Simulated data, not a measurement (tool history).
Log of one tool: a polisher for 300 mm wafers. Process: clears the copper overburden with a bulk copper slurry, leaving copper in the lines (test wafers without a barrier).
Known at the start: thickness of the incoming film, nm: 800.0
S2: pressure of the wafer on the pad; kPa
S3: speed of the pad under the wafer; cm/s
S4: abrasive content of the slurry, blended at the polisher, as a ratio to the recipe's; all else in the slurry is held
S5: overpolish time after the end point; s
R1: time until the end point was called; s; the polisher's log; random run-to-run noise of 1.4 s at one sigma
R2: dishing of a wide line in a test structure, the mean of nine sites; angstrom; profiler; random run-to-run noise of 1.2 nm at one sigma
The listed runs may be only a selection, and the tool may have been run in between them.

Run 1, hour 0.0: flow of slurry (ml/min) 215, S2 11.7 kPa, S3 118 cm/s, S4 1.0, S5 9 s. Result: R1 137.240 s, R2 316.58 angstrom.
Run 2, hour 7.2: flow of slurry (ml/min) 175, S2 11.7 kPa, S3 118 cm/s, S4 1.0, S5 9 s. Result: R1 146.770 s, R2 304.78 angstrom.
Run 3, hour 10.5: flow of slurry (ml/min) 175, S2 11.7 kPa, S3 118 cm/s, S4 1.0, S5 7 s. Result: R1 148.390 s, R2 254.64 angstrom.
Run 4, hour 13.7: flow of slurry (ml/min) 175, S2 13.1 kPa, S3 118 cm/s, S4 1.0, S5 8 s. Result: R1 133.330 s, R2 312.70 angstrom.
Run 5, hour 20.9: flow of slurry (ml/min) 185, S2 14.5 kPa, S3 118 cm/s, S4 1.0, S5 8 s. Result: R1 122.560 s, R2 330.40 angstrom.
Run 6, hour 22.6: flow of slurry (ml/min) 185, S2 15.9 kPa, S3 118 cm/s, S4 1.0, S5 8 s. Result: R1 111.500 s, R2 355.52 angstrom.
Run 7, hour 25.8: flow of slurry (ml/min) 185, S2 16.5 kPa, S3 120 cm/s, S4 1.0, S5 9 s. Result: R1 107.800 s, R2 390.09 angstrom.
Run 8, hour 29.9: flow of slurry (ml/min) 190, S2 17.2 kPa, S3 124 cm/s, S4 1.0, S5 10 s. Result: R1 99.738 s, R2 455.39 angstrom.
Run 9, hour 36.3: flow of slurry (ml/min) 190, S2 17.2 kPa, S3 124 cm/s, S4 1.0, S5 10 s. Result: R1 96.024 s, R2 439.63 angstrom.
Run 10, hour 42.1: flow of slurry (ml/min) 190, S2 17.2 kPa, S3 124 cm/s, S4 1.0, S5 11 s. Result: R1 99.869 s, R2 483.76 angstrom.
Run 11, hour 48.1: flow of slurry (ml/min) 195, S2 17.2 kPa, S3 126 cm/s, S4 1.0, S5 11 s. Result: R1 98.381 s, R2 483.36 angstrom.

Run 12 has not been measured yet. What should we expect?
Run 12, hour 49.1: flow of slurry (ml/min) 195, S2 17.2 kPa, S3 128 cm/s, S4 1.0, S5 11 s. Result: R1 ?, R2 ?.

Run 12 yielded R1 94.723 s, R2 473.49 angstrom.
